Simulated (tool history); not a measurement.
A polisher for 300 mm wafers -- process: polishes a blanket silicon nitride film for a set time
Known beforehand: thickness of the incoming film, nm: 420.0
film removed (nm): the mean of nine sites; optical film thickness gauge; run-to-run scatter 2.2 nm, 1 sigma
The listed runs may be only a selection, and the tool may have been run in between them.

| run | hour | flow of slurry (ml/min) | pressure of the wafer on the pad (kPa) | speed of the pad under the wafer (cm/s) | polishing time (s) | film removed (nm) |
|---|---|---|---|---|---|---|
| 1 | 0 | 120 | 16.5 | 86 | 102 | 92.717 |
| 2 | 3.4 | 120 | 16.5 | 102 | 102 | 101.52 |
| 3 | 7.3 | 125 | 18.6 | 104 | 102 | 111.41 |
| 4 | 16.1 | 125 | 20.7 | 104 | 102 | 127.88 |
| 5 | 24.6 | 125 | 17.2 | 104 | 102 | 108.85 |
| 6 | 25.7 | 130 | 19.3 | 106 | 102 | 123.84 |
| 7 | 32.6 | 140 | 20 | 106 | 102 | 129.64 |
| 8 | 34.1 | 145 | 21.4 | 106 | 102 | 137.6 |
| 9 | 38 | 145 | 22.1 | 106 | 102 | 143.19 |

The next listed run, before its measurement:
| 10 | 42.1 | 145 | 22.8 | 106 | 102 | ? |

Logged for run 10: film removed (nm) 147.06.
